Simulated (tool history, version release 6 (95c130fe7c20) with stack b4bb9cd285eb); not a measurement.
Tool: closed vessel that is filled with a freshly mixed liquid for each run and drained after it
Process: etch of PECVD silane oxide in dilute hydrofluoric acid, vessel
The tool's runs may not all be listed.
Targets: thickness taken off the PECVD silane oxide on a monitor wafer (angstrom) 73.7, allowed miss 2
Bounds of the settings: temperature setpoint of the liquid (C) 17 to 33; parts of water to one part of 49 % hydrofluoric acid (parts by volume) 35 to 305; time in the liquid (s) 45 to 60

run  hour  temperature setpoint of the liquid (C)  parts of water to one part of 49 % hydrofluoric acid (parts by volume)  time in the liquid (s)  thickness taken off the PECVD silane oxide on a monitor wafer (angstrom)
  1     0                                      25                                                                     170                      60                                                                    114.86
  2   4.7                                      25                                                                     170                      60                                                                    114.42
  3  12.6                                      25                                                                     205                      60                                                                     90.96
  4    15                                    28.5                                                                     205                      60                                                                    102.61
  5  20.3                                    27.5                                                                     205                      60                                                                    100.26
  6  28.6                                    25.5                                                                     205                      60                                                                     93.01
  7  35.6                                    24.5                                                                     205                      60                                                                    90.038
  8    40                                    24.5                                                                     205                      60                                                                    89.013
  9  43.6                                      24                                                                     205                      60                                                                    86.692
 10    48                                    23.5                                                                     205                      60                                                                    86.057

Which of these 5 next moves meets every target?
  A  52.4                                    25.5                                                                     200                      60                                                                         ?
  B  52.4                                    26.5                                                                     200                      45                                                                         ?
  C  52.4                                    24.5                                                                     200                      60                                                                         ?
  D  52.4                                      23                                                                     185                      60                                                                         ?
  E  52.4                                    23.5                                                                     170                      60                                                                         ?

move  thickness taken off the PECVD silane oxide on a monitor wafer (angstrom)
   A                                                                    96.452
   B                                                                    75.002
   C                                                                     92.99
   D                                                                    96.618
   E                                                                    108.91
A: further off than the last run
B: meets every target
C: further off than the last run
D: further off than the last run
E: further off than the last run
The right move is B.

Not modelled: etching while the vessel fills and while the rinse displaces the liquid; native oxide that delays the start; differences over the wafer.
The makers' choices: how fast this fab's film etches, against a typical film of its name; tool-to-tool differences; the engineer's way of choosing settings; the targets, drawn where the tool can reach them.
